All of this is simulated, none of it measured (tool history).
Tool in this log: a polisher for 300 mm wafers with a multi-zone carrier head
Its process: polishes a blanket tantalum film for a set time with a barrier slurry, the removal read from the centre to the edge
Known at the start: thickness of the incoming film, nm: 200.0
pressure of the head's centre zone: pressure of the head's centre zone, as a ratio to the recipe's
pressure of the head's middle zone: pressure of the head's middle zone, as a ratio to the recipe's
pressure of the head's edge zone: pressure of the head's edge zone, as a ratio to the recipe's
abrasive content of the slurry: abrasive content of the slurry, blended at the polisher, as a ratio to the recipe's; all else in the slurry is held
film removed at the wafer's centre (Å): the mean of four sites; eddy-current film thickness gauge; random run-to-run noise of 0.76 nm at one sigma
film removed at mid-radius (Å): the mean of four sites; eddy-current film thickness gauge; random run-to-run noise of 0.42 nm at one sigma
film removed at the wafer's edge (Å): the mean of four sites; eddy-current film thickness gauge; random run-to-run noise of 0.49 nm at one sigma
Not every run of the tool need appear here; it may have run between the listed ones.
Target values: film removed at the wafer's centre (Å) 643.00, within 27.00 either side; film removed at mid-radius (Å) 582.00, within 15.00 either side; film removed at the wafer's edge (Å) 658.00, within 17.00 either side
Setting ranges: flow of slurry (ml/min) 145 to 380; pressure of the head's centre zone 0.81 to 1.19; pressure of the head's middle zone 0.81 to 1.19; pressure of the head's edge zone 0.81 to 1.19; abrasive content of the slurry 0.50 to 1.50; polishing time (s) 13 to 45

run	hour	flow of slurry (ml/min)	pressure of the head's centre zone	pressure of the head's middle zone	pressure of the head's edge zone	abrasive content of the slurry	polishing time (s)	film removed at the wafer's centre (Å)	film removed at mid-radius (Å)	film removed at the wafer's edge (Å)
1	0.0	245	1.00	1.00	1.00	1.00	29	782.12	786.97	810.25
2	6.0	240	0.99	0.97	0.97	0.90	29	755.90	756.38	784.75
3	14.8	240	0.99	0.97	0.97	0.90	34	905.54	892.03	923.60
4	23.0	235	0.99	0.94	0.96	0.80	33	845.45	821.35	855.73
5	30.0	235	0.99	0.94	0.96	0.80	38	973.27	949.81	990.87
6	34.5	225	0.99	0.92	0.96	0.75	36	904.29	865.91	926.77
7	39.6	220	0.99	0.90	0.95	0.70	35	881.06	810.26	876.78
8	40.9	215	0.97	0.88	0.94	0.65	34	806.79	771.80	830.84
9	46.8	185	1.01	0.81	0.95	0.50	27	614.57	539.24	618.57
10	54.6	195	1.01	0.82	0.96	0.50	27	602.01	543.81	624.94
11	61.0	205	1.02	0.83	0.97	0.50	27	621.74	541.77	624.68
12	64.6	230	1.00	0.90	1.03	0.60	27	657.84	610.75	682.39
13	69.6	225	1.00	0.89	1.02	0.60	27	633.17	607.42	676.20
14	73.7	220	1.01	0.89	1.02	0.60	27	666.20	600.17	680.50

Which one of the following 4 next-run settings gets every result inside its allowed miss? There is exactly one.
A	77.8	200	1.02	0.87	1.01	0.50	28	?	?	?
B	77.8	165	1.01	1.05	1.02	0.50	27	?	?	?
C	77.8	225	1.00	0.93	0.99	0.55	27	?	?	?
D	77.8	315	0.96	0.93	0.97	0.60	26	?	?	?

move	film removed at the wafer's centre (Å)	film removed at mid-radius (Å)	film removed at the wafer's edge (Å)
A	648.30	594.41	661.45
B	609.93	640.58	632.91
C	633.20	617.86	650.28
D	613.24	622.01	644.67
A: in spec on every target
B: pushes the last run's worst result past its target
C: gets the furthest-off result to its target, but another result is out of tolerance
D: gets the furthest-off result to its target, but another result is out of tolerance
Move A is the one to make.
